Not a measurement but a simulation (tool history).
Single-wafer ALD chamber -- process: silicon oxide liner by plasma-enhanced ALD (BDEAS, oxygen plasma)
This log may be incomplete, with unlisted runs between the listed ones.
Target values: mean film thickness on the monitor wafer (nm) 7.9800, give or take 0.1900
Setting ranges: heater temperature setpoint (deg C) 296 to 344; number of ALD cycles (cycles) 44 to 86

run,hour,heater temperature setpoint (deg C),number of ALD cycles (cycles),mean film thickness on the monitor wafer (nm)
1,0.0,320,65,6.5039
2,6.8,320,71,7.1119
3,8.2,320,72,7.2180
4,14.9,330,72,7.0698
5,20.6,340,72,7.0438
6,25.0,340,73,7.0903
7,26.7,340,74,7.2352
8,28.6,340,75,7.2944

Which one of the following 5 next-run settings gets every result inside its allowed miss? There is exactly one.
A,30.5,337,77,?
B,30.5,343,86,?
C,30.5,332,78,?
D,30.5,327,84,?
E,30.5,334,81,?

move,mean film thickness on the monitor wafer (nm)
A,7.4988
B,8.3102
C,7.6453
D,8.2863
E,7.9189
A: moves toward the targets from the last run without getting all of them in spec
B: pushes the last run's worst result past its target
C: moves toward the targets from the last run without getting all of them in spec
D: pushes the last run's worst result past its target
E: all results in spec
E meets every target.
